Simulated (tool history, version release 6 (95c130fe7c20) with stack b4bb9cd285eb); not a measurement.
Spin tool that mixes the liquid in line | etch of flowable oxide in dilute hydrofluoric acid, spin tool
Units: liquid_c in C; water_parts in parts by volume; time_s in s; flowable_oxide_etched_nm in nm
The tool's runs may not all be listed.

run 1 hour=0.0 | liquid_c=26.0 water_parts=205 time_s=30 | flowable_oxide_etched_nm=7.3934
run 2 hour=5.1 | liquid_c=26.0 water_parts=205 time_s=30 | flowable_oxide_etched_nm=7.1927
run 3 hour=9.8 | liquid_c=27.5 water_parts=200 time_s=30 | flowable_oxide_etched_nm=7.9126
run 4 hour=16.7 | liquid_c=28.5 water_parts=195 time_s=30 | flowable_oxide_etched_nm=8.5430
run 5 hour=19.5 | liquid_c=28.5 water_parts=150 time_s=30 | flowable_oxide_etched_nm=11.5720
run 6 hour=25.0 | liquid_c=28.0 water_parts=150 time_s=30 | flowable_oxide_etched_nm=11.4680

The next listed run, before its measurement:
run 7 hour=33.0 | liquid_c=27.5 water_parts=150 time_s=30 | flowable_oxide_etched_nm=?

flowable_oxide_etched_nm: 11.0690 nm

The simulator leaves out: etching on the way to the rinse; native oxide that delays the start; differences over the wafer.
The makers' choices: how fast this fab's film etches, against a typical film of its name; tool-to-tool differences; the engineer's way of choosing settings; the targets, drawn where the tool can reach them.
